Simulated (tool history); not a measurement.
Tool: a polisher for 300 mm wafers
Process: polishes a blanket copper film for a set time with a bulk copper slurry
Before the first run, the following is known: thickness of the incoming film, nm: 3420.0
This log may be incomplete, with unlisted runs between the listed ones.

run  hour  flow of slurry (ml/min)  pressure of the wafer on the pad (kPa)  speed of the pad under the wafer (m/s)  abrasive content of the slurry  polishing time (s)  film removed (angstrom)
  1   0.0                      255                                    24.1                                    1.04                             1.0                  53                   7118.9
  2   2.2                      255                                    21.4                                    1.04                             1.0                  53                   6411.9
  3   5.4                      255                                    21.4                                    0.86                             1.0                  53                   5292.3
  4   7.4                      255                                    21.4                                    1.04                             1.0                  53                   6371.7
  5  13.6                      255                                    21.4                                    1.04                             0.9                  53                   6198.8
  6  21.1                      255                                    19.3                                    1.04                             0.9                  53                   5659.6

Estimate the outcome of run 7 from the log above:
  7  27.8                      255                                    17.9                                    1.04                             0.9                  53                        ?

For run 7 the tool returned film removed (angstrom) 5412.4.
